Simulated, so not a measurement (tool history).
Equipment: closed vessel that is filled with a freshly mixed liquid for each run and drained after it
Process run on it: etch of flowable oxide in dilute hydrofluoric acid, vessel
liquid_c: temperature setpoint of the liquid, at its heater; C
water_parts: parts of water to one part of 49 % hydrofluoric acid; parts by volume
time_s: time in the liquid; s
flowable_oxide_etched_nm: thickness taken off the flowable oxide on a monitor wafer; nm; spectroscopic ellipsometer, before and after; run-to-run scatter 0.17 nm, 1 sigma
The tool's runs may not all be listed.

Run 1, hour 0: liquid_c 21 C, water_parts 280 parts by volume, time_s 95 s. Result: flowable_oxide_etched_nm 10.211 nm.
Run 2, hour 4.7: liquid_c 22.5 C, water_parts 265 parts by volume, time_s 95 s. Result: flowable_oxide_etched_nm 11.494 nm.
Run 3, hour 11.8: liquid_c 24 C, water_parts 265 parts by volume, time_s 95 s. Result: flowable_oxide_etched_nm 12.134 nm.
Run 4, hour 14.2: liquid_c 24 C, water_parts 265 parts by volume, time_s 95 s. Result: flowable_oxide_etched_nm 12.343 nm.
Run 5, hour 21: liquid_c 25 C, water_parts 255 parts by volume, time_s 95 s. Result: flowable_oxide_etched_nm 13.116 nm.
Run 6, hour 26.6: liquid_c 25 C, water_parts 330 parts by volume, time_s 95 s. Result: flowable_oxide_etched_nm 9.6147 nm.
Run 7, hour 35.6: liquid_c 25 C, water_parts 330 parts by volume, time_s 95 s. Result: flowable_oxide_etched_nm 9.4858 nm.
Run 8, hour 42.3: liquid_c 25.5 C, water_parts 305 parts by volume, time_s 95 s. Result: flowable_oxide_etched_nm 10.74 nm.

For run 9, what comes out?
Run 9, hour 46.7: liquid_c 26 C, water_parts 285 parts by volume, time_s 95 s. Result: flowable_oxide_etched_nm ?.

Run 9 produced flowable_oxide_etched_nm 11.848 nm.
